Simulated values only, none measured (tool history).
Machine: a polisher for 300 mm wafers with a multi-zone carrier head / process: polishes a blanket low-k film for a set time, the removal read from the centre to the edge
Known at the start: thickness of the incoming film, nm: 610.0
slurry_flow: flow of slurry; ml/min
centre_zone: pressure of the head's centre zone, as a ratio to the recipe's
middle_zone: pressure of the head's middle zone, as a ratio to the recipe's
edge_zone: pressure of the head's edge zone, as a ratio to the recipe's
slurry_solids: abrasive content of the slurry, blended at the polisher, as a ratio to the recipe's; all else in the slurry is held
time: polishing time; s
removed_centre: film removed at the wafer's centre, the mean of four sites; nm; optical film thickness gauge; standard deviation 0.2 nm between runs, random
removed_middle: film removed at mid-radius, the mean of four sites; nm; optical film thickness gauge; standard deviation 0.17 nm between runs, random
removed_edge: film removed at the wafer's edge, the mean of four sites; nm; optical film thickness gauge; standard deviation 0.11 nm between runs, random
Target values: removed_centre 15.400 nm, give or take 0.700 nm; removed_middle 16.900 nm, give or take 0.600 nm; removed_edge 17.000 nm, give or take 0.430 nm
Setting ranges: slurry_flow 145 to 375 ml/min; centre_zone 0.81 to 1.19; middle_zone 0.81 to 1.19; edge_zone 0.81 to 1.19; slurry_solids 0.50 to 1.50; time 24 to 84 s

run,hour,slurry_flow,centre_zone,middle_zone,edge_zone,slurry_solids,time,removed_centre,removed_middle,removed_edge
1,0.0,240,1.00,1.00,1.00,1.00,54,28.360,27.761,28.740
2,1.2,235,0.97,0.99,0.97,0.90,51,24.353,25.189,25.790
3,3.8,235,0.97,0.99,0.97,1.00,51,25.916,26.087,27.526
4,5.7,235,0.97,0.99,0.97,1.10,51,27.122,27.195,28.198
5,8.8,235,0.97,0.99,0.95,0.95,48,23.868,24.032,24.814
6,16.4,230,0.96,0.99,0.93,0.85,46,21.653,21.951,22.368
# hour 20.8: edge zone pressure recalibrated
7,20.8,225,0.94,0.98,0.91,0.75,45,19.184,19.927,19.702
8,25.2,215,0.91,0.96,0.89,0.75,45,18.744,19.346,19.731
9,32.5,210,0.89,0.96,0.88,0.70,45,17.233,19.119,18.790

Pick the move, out of 4, that brings all results within their allowed miss; only one does.
A,39.8,245,0.93,0.86,0.91,0.55,45,?,?,?
B,39.8,255,0.94,0.81,0.94,0.85,40,?,?,?
C,39.8,195,0.84,0.94,0.81,0.50,48,?,?,?
D,39.8,255,0.83,0.89,0.81,0.75,40,?,?,?

move,removed_centre,removed_middle,removed_edge
A,16.633,15.757,16.989
B,18.578,16.679,19.052
C,14.902,16.730,16.097
D,15.463,16.847,16.786
A: gets the furthest-off result to its target, but another result is out of tolerance
B: lands further from the targets than the last run did
C: pushes the last run's worst result past its target
D: all results in spec
So the answer is move D, the one that meets all the targets.
